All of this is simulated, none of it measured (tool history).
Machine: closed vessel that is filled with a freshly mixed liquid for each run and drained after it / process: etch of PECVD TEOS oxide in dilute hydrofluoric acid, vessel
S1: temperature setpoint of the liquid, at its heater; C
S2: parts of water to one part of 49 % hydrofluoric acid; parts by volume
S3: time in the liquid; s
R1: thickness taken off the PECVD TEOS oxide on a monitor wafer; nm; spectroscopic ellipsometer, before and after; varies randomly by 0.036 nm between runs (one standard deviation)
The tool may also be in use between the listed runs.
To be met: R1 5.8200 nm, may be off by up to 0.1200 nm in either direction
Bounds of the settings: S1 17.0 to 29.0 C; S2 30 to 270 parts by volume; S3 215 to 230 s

run 1 hour=0.0 | S1=21.0 S2=150 S3=215 | R1=9.6827
run 2 hour=7.1 | S1=20.0 S2=160 S3=215 | R1=8.6586
run 3 hour=15.2 | S1=20.0 S2=160 S3=230 | R1=9.3113
run 4 hour=17.6 | S1=20.0 S2=160 S3=215 | R1=8.6387
run 5 hour=24.1 | S1=19.5 S2=170 S3=215 | R1=7.9363
run 6 hour=24.9 | S1=19.0 S2=180 S3=215 | R1=7.2311
run 7 hour=31.0 | S1=18.5 S2=185 S3=215 | R1=6.8125
-- hour=37.0 thermometer replaced
run 8 hour=37.0 | S1=18.0 S2=190 S3=215 | R1=7.1108

Which single option among these 5 for the next run brings every result within its allowed miss of target? Just one does.
run A hour=43.0 | S1=18.5 S2=170 S3=215 | R1=?
run B hour=43.0 | S1=19.0 S2=180 S3=230 | R1=?
run C hour=43.0 | S1=18.5 S2=215 S3=215 | R1=?
run D hour=43.0 | S1=18.0 S2=155 S3=230 | R1=?
run E hour=43.0 | S1=17.0 S2=230 S3=230 | R1=?

move=A R1=8.2911
move=B R1=8.4614
move=C R1=6.2796
move=D R1=9.6760
move=E R1=5.8417
A: further off than the last run
B: further off than the last run
C: an improvement on the last run, though not all results are within tolerance
D: further off than the last run
E: all results land within tolerance of their targets
Answer: E

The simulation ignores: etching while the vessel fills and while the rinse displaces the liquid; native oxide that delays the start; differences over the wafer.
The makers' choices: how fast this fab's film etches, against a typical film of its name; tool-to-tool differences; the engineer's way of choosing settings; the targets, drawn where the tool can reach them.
